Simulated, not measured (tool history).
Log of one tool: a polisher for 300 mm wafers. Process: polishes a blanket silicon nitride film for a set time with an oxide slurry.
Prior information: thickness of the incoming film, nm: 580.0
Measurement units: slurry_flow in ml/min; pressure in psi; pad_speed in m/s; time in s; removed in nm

Run 1, hour 0: slurry_flow 180 ml/min, pressure 2.7 psi, pad_speed 1.36 m/s, slurry_solids 1, time 49 s. Result: removed 24.241 nm.
Run 2, hour 8.8: slurry_flow 180 ml/min, pressure 2.5 psi, pad_speed 1.36 m/s, slurry_solids 1, time 49 s. Result: removed 22.775 nm.
Run 3, hour 11.7: slurry_flow 155 ml/min, pressure 2.5 psi, pad_speed 1.36 m/s, slurry_solids 1, time 49 s. Result: removed 22.331 nm.
Run 4, hour 16.2: slurry_flow 155 ml/min, pressure 2.4 psi, pad_speed 1.34 m/s, slurry_solids 1, time 49 s. Result: removed 20.968 nm.
Run 5, hour 24.5: slurry_flow 135 ml/min, pressure 2.4 psi, pad_speed 1.34 m/s, slurry_solids 1, time 49 s. Result: removed 20.51 nm.
Run 6, hour 25.8: slurry_flow 135 ml/min, pressure 2.3 psi, pad_speed 1.34 m/s, slurry_solids 1, time 49 s. Result: removed 19.611 nm.
Run 7, hour 32.7: slurry_flow 135 ml/min, pressure 2.2 psi, pad_speed 1.34 m/s, slurry_solids 1, time 49 s. Result: removed 18.829 nm.
Run 8, hour 34.9: slurry_flow 135 ml/min, pressure 2.1 psi, pad_speed 1.34 m/s, slurry_solids 1, time 49 s. Result: removed 18.139 nm.
Run 9, hour 40.3: slurry_flow 135 ml/min, pressure 2 psi, pad_speed 1.34 m/s, slurry_solids 1, time 49 s. Result: removed 17.631 nm.

What will run 10 give?
Run 10, hour 46.5: slurry_flow 135 ml/min, pressure 1.3 psi, pad_speed 1.3 m/s, slurry_solids 1, time 49 s. Result: removed ?.

Logged for run 10: removed 11.916 nm.

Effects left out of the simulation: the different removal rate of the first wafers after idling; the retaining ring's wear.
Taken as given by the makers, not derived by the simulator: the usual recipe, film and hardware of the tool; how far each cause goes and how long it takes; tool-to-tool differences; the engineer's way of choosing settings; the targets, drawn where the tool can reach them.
